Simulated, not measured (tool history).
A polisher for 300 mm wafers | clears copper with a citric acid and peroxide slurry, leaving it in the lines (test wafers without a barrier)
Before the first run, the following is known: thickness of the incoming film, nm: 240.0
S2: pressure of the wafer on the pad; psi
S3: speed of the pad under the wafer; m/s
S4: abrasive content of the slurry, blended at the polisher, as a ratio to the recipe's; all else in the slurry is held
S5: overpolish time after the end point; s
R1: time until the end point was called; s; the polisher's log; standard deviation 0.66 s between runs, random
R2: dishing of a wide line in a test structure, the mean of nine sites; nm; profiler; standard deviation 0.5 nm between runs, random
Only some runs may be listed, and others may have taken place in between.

run 1 hour=0.0 | flow_of_slurry_(ml/min)=225 S2=3.4 S3=0.92 S4=1.00 S5=19 | R1=88.463 R2=27.335
run 2 hour=2.5 | flow_of_slurry_(ml/min)=170 S2=3.4 S3=0.92 S4=1.00 S5=19 | R1=93.614 R2=26.352
run 3 hour=4.7 | flow_of_slurry_(ml/min)=170 S2=3.4 S3=0.92 S4=0.85 S5=19 | R1=97.762 R2=25.499
run 4 hour=13.6 | flow_of_slurry_(ml/min)=195 S2=3.9 S3=0.92 S4=0.85 S5=17 | R1=83.412 R2=26.401
run 5 hour=22.2 | flow_of_slurry_(ml/min)=195 S2=3.9 S3=1.10 S4=0.85 S5=17 | R1=70.448 R2=29.245
run 6 hour=27.7 | flow_of_slurry_(ml/min)=215 S2=4.1 S3=1.10 S4=0.85 S5=16 | R1=68.284 R2=28.844
run 7 hour=28.6 | flow_of_slurry_(ml/min)=215 S2=4.3 S3=1.10 S4=0.85 S5=15 | R1=63.608 R2=28.945

Run 8 is up next; what results do you expect?
run 8 hour=30.4 | flow_of_slurry_(ml/min)=220 S2=4.4 S3=1.10 S4=0.85 S5=15 | R1=? R2=?

{"run 8": {"R1": 62.312, "R2": 28.24}}

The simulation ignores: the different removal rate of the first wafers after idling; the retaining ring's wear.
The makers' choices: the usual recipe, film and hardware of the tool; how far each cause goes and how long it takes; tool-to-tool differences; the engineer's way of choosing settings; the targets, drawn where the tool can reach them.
